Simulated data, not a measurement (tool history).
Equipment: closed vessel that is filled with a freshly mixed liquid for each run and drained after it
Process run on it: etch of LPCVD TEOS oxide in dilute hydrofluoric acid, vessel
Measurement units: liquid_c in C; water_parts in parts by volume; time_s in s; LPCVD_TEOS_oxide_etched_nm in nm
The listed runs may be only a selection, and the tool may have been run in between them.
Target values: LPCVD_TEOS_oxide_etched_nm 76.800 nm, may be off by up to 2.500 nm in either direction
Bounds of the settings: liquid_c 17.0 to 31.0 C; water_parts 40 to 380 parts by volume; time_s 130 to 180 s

| run | hour | liquid_c | water_parts | time_s | LPCVD_TEOS_oxide_etched_nm |
|---|---|---|---|---|---|
| 1 | 0.0 | 23.0 | 210 | 180 | 17.072 |
| 2 | 7.9 | 24.5 | 175 | 180 | 23.014 |
| 3 | 9.8 | 23.0 | 175 | 180 | 21.571 |
| 4 | 19.1 | 21.5 | 175 | 180 | 20.266 |
| 5 | 22.5 | 23.5 | 145 | 180 | 26.794 |
| 6 | 23.5 | 25.0 | 125 | 180 | 34.080 |
| 7 | 32.7 | 26.0 | 110 | 180 | 41.120 |
| 8 | 39.4 | 27.0 | 100 | 180 | 47.028 |

Consider the 5 candidate settings below. Which is the only one whose results all fall within their allowed miss of target?
| A | 46.1 | 23.5 | 60 | 175 | ? |
| B | 46.1 | 30.0 | 75 | 175 | ? |
| C | 46.1 | 27.5 | 65 | 175 | ? |
| D | 46.1 | 26.0 | 65 | 175 | ? |
| E | 46.1 | 28.0 | 165 | 140 | ? |

| move | LPCVD_TEOS_oxide_etched_nm |
|---|---|
| A | 72.174 |
| B | 73.190 |
| C | 77.733 |
| D | 73.233 |
| E | 21.892 |
A: an improvement on the last run, though not all results are within tolerance
B: an improvement on the last run, though not all results are within tolerance
C: hits every target within its allowed miss
D: an improvement on the last run, though not all results are within tolerance
E: the biggest miss grows against the last run
Go with C: it meets all targets.

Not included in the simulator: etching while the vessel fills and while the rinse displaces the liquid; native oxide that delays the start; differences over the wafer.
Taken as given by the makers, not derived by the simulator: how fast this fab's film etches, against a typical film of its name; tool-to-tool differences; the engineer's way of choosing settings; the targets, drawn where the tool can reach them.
